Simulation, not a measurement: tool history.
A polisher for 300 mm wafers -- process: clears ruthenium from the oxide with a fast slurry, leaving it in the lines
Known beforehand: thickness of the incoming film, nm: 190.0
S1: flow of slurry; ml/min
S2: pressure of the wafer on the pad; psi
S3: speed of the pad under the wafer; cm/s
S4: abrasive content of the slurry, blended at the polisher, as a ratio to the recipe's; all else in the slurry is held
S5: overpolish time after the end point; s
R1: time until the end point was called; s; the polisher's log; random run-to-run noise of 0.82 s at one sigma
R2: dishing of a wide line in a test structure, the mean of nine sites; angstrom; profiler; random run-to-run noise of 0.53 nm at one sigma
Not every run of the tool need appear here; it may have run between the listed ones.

run 1 hour=0 | S1=180 S2=3.4 S3=84 S4=1 S5=28 | R1=51.001 R2=497.01
run 2 hour=6.9 | S1=180 S2=4.2 S3=84 S4=1 S5=28 | R1=43.922 R2=516.96
run 3 hour=9.2 | S1=175 S2=3.6 S3=80 S4=1 S5=30 | R1=51.071 R2=507.38
run 4 hour=15.6 | S1=205 S2=3.6 S3=80 S4=1 S5=30 | R1=50.1 R2=507.29
run 5 hour=23.6 | S1=205 S2=2.9 S3=80 S4=1 S5=30 | R1=59.148 R2=471.7
run 6 hour=32.2 | S1=200 S2=2.6 S3=76 S4=1 S5=33 | R1=67.984 R2=476.24
run 7 hour=38 | S1=190 S2=2.4 S3=76 S4=1 S5=34 | R1=71.06 R2=458.38
run 8 hour=41.8 | S1=185 S2=2.2 S3=74 S4=1 S5=37 | R1=78.415 R2=460.87
run 9 hour=50 | S1=175 S2=2.1 S3=74 S4=1 S5=39 | R1=81.139 R2=466.33
run 10 hour=57.6 | S1=170 S2=2 S3=74 S4=1 S5=40 | R1=83.688 R2=467.54
run 11 hour=61.1 | S1=165 S2=1.9 S3=74 S4=1 S5=41 | R1=87.44 R2=465.63
run 12 hour=66.5 | S1=155 S2=1.8 S3=74 S4=1 S5=42 | R1=91.136 R2=461.1
run 13 hour=67.2 | S1=150 S2=1.8 S3=74 S4=1 S5=43 | R1=93.429 R2=455.75

The next listed run, before its measurement:
run 14 hour=70.9 | S1=150 S2=1.8 S3=74 S4=1 S5=43 | R1=? R2=?

{"run 14": {"R1": 91.3, "R2": 462.39}}
